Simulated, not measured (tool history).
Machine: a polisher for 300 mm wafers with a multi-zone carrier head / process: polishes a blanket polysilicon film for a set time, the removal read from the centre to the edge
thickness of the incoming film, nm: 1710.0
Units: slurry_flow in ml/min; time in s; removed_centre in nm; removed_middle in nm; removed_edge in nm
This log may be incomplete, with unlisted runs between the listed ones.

run 1 hour=0.0 | slurry_flow=195 centre_zone=1.00 middle_zone=1.00 edge_zone=1.00 time=34 | removed_centre=258.79 removed_middle=249.55 removed_edge=260.41
run 2 hour=6.2 | slurry_flow=195 centre_zone=1.00 middle_zone=1.00 edge_zone=1.00 time=42 | removed_centre=315.22 removed_middle=313.65 removed_edge=326.37
run 3 hour=11.0 | slurry_flow=195 centre_zone=1.00 middle_zone=1.00 edge_zone=1.04 time=42 | removed_centre=314.51 removed_middle=310.49 removed_edge=323.55
run 4 hour=18.0 | slurry_flow=195 centre_zone=1.00 middle_zone=1.00 edge_zone=1.04 time=37 | removed_centre=277.37 removed_middle=273.03 removed_edge=283.20
run 5 hour=25.2 | slurry_flow=195 centre_zone=1.00 middle_zone=1.00 edge_zone=1.04 time=33 | removed_centre=246.79 removed_middle=243.03 removed_edge=252.38
run 6 hour=32.8 | slurry_flow=195 centre_zone=1.00 middle_zone=1.00 edge_zone=1.04 time=35 | removed_centre=264.99 removed_middle=259.21 removed_edge=272.57
run 7 hour=41.5 | slurry_flow=200 centre_zone=1.00 middle_zone=1.00 edge_zone=1.06 time=36 | removed_centre=274.16 removed_middle=267.91 removed_edge=282.88
run 8 hour=49.5 | slurry_flow=215 centre_zone=1.00 middle_zone=1.01 edge_zone=1.08 time=37 | removed_centre=286.77 removed_middle=280.29 removed_edge=296.84
run 9 hour=50.3 | slurry_flow=225 centre_zone=1.00 middle_zone=1.02 edge_zone=1.10 time=37 | removed_centre=288.47 removed_middle=288.50 removed_edge=299.23
run 10 hour=53.2 | slurry_flow=230 centre_zone=1.00 middle_zone=1.02 edge_zone=1.11 time=38 | removed_centre=292.14 removed_middle=290.96 removed_edge=312.71

The next listed run, before its measurement:
run 11 hour=54.4 | slurry_flow=240 centre_zone=1.01 middle_zone=1.03 edge_zone=1.12 time=38 | removed_centre=? removed_middle=? removed_edge=?

{"run 11": {"removed_centre": 297.63, "removed_middle": 296.52, "removed_edge": 310.43}}
